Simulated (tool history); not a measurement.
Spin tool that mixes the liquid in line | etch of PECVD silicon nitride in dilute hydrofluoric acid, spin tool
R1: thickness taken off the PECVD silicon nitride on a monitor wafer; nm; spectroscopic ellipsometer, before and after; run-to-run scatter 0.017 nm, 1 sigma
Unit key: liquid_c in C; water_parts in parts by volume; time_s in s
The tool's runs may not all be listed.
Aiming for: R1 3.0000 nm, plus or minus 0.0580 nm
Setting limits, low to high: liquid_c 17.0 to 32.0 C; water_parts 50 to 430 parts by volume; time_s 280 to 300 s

{"run": 1, "hour": 0.0, "liquid_c": 24.0, "water_parts": 240, "time_s": 280, "R1": 6.1598}
{"run": 2, "hour": 4.8, "liquid_c": 22.5, "water_parts": 240, "time_s": 280, "R1": 5.6345}
{"run": 3, "hour": 10.9, "liquid_c": 21.5, "water_parts": 255, "time_s": 280, "R1": 4.9515}
{"run": 4, "hour": 15.8, "liquid_c": 21.5, "water_parts": 195, "time_s": 280, "R1": 6.5341}
{"run": 5, "hour": 21.2, "liquid_c": 25.0, "water_parts": 195, "time_s": 280, "R1": 8.1132}
{"run": 6, "hour": 28.8, "liquid_c": 23.5, "water_parts": 215, "time_s": 280, "R1": 6.7192}
{"run": 7, "hour": 30.2, "liquid_c": 22.5, "water_parts": 230, "time_s": 280, "R1": 5.8745}
{"run": 8, "hour": 31.2, "liquid_c": 21.5, "water_parts": 245, "time_s": 280, "R1": 5.1616}
{"run": 9, "hour": 36.0, "liquid_c": 20.5, "water_parts": 255, "time_s": 280, "R1": 4.6232}
{"run": 10, "hour": 42.6, "liquid_c": 20.0, "water_parts": 265, "time_s": 280, "R1": 4.3634}
{"run": 11, "hour": 43.4, "liquid_c": 19.5, "water_parts": 275, "time_s": 280, "R1": 4.0975}
{"run": 12, "hour": 48.5, "liquid_c": 19.0, "water_parts": 280, "time_s": 280, "R1": 3.8664}

Pick the move, out of 4, that brings all results within their allowed miss; only one does.
{"run": "A", "hour": 53.6, "liquid_c": 17.0, "water_parts": 300, "time_s": 280, "R1": "?"}
{"run": "B", "hour": 53.6, "liquid_c": 19.0, "water_parts": 350, "time_s": 285, "R1": "?"}
{"run": "C", "hour": 53.6, "liquid_c": 17.0, "water_parts": 335, "time_s": 295, "R1": "?"}
{"run": "D", "hour": 53.6, "liquid_c": 17.0, "water_parts": 325, "time_s": 295, "R1": "?"}

move=A R1=3.1965
move=B R1=3.1960
move=C R1=3.0329
move=D R1=3.1212
A: nearer than the last run, and not there yet
B: nearer than the last run, and not there yet
C: in spec on every target
D: nearer than the last run, and not there yet
C meets every target.

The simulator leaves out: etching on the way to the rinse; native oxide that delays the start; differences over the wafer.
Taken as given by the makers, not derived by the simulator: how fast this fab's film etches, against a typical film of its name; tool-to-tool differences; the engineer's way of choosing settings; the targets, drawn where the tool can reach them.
